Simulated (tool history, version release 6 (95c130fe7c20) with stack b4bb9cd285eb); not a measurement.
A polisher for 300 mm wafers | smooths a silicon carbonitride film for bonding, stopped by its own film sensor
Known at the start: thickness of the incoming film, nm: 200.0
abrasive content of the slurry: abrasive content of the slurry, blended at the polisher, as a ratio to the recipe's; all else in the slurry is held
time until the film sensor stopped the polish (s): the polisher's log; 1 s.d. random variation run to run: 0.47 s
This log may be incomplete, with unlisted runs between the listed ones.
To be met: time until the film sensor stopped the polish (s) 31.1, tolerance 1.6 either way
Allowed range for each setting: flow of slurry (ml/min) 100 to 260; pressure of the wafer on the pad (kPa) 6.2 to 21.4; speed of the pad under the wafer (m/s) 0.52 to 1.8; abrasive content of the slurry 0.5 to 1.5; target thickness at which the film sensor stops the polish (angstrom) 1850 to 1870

run  hour  flow of slurry (ml/min)  pressure of the wafer on the pad (kPa)  speed of the pad under the wafer (m/s)  abrasive content of the slurry  target thickness at which the film sensor stops the polish (angstrom)  time until the film sensor stopped the polish (s)
  1     0                      165                                    13.8                                    1.16                               1                                                                   1850                                             51.778
  2   4.7                      165                                    13.8                                    1.16                               1                                                                   1850                                             51.551
  3   9.7                      205                                    13.8                                    1.16                               1                                                                   1850                                             50.269
  4  16.5                      190                                    13.8                                    1.16                               1                                                                   1850                                             50.785
  5    19                      190                                    13.8                                    1.16                             0.8                                                                   1850                                             55.555
  6  25.6                      190                                    14.5                                    1.16                             0.8                                                                   1850                                             53.872
  7  27.1                      195                                    18.6                                    1.34                            0.85                                                                   1850                                             35.411
  8  31.1                      195                                      20                                    1.36                            0.85                                                                   1850                                             32.754

Exactly one of the 4 candidate moves below puts every result within its allowed miss. Which one?
  A  35.1                      235                                      20                                    1.32                            0.75                                                                   1850                                                  ?
  B  35.1                      220                                    21.4                                    1.32                            0.75                                                                   1870                                                  ?
  C  35.1                      200                                    21.4                                    1.28                             0.8                                                                   1860                                                  ?
  D  35.1                      175                                    21.4                                    1.36                            1.05                                                                   1860                                                  ?

move  time until the film sensor stopped the polish (s)
   A                                             35.322
   B                                             28.892
   C                                             31.264
   D                                             26.804
A: further off than the last run
B: takes the biggest miss from the last run beyond its target
C: each result inside its tolerance
D: takes the biggest miss from the last run beyond its target
C is the move that brings every result within its allowed miss.
